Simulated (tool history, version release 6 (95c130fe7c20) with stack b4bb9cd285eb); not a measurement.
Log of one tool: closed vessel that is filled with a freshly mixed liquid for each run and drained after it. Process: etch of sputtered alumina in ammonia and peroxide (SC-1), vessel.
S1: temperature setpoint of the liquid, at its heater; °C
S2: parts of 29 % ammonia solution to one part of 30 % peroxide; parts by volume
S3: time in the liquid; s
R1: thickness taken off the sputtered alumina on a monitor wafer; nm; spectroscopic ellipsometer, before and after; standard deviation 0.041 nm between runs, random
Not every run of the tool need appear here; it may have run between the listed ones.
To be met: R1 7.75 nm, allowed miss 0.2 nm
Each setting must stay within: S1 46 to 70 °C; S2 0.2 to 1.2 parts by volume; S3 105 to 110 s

{"run": 1, "hour": 0.0, "S1": 62, "S2": 0.75, "S3": 105, "R1": 8.797}
{"run": 2, "hour": 1.3, "S1": 62, "S2": 0.9, "S3": 105, "R1": 8.9382}
{"run": 3, "hour": 3.1, "S1": 61.5, "S2": 0.9, "S3": 105, "R1": 8.7269}
{"run": 4, "hour": 4.6, "S1": 61.5, "S2": 1.05, "S3": 105, "R1": 8.9651}
{"run": 5, "hour": 6.7, "S1": 61, "S2": 1.05, "S3": 105, "R1": 8.7328}
{"run": 6, "hour": 13.2, "S1": 61, "S2": 1.05, "S3": 110, "R1": 9.0344}
{"run": 7, "hour": 22.2, "S1": 60.5, "S2": 1.05, "S3": 110, "R1": 8.7381}
{"run": 8, "hour": 28.2, "S1": 60, "S2": 1.05, "S3": 110, "R1": 8.6159}
{"run": 9, "hour": 32.7, "S1": 59.5, "S2": 1.05, "S3": 110, "R1": 8.4613}
{"run": 10, "hour": 41.4, "S1": 59, "S2": 1.05, "S3": 110, "R1": 8.1226}
{"run": 11, "hour": 45.0, "S1": 58.5, "S2": 1.05, "S3": 110, "R1": 7.982}

5 next moves are on the table. One of them brings every result within its allowed miss. Which?
{"run": "A", "hour": 48.6, "S1": 59, "S2": 1.15, "S3": 110, "R1": "?"}
{"run": "B", "hour": 48.6, "S1": 57.5, "S2": 1.2, "S3": 110, "R1": "?"}
{"run": "C", "hour": 48.6, "S1": 59, "S2": 1.05, "S3": 110, "R1": "?"}
{"run": "D", "hour": 48.6, "S1": 60, "S2": 1.15, "S3": 105, "R1": "?"}
{"run": "E", "hour": 48.6, "S1": 59, "S2": 0.95, "S3": 110, "R1": "?"}

move=A R1=8.3293
move=B R1=7.7363
move=C R1=8.2576
move=D R1=8.3708
move=E R1=8.1795
A: further off than the last run
B: hits every target within its allowed miss
C: further off than the last run
D: further off than the last run
E: further off than the last run
The right move is B.
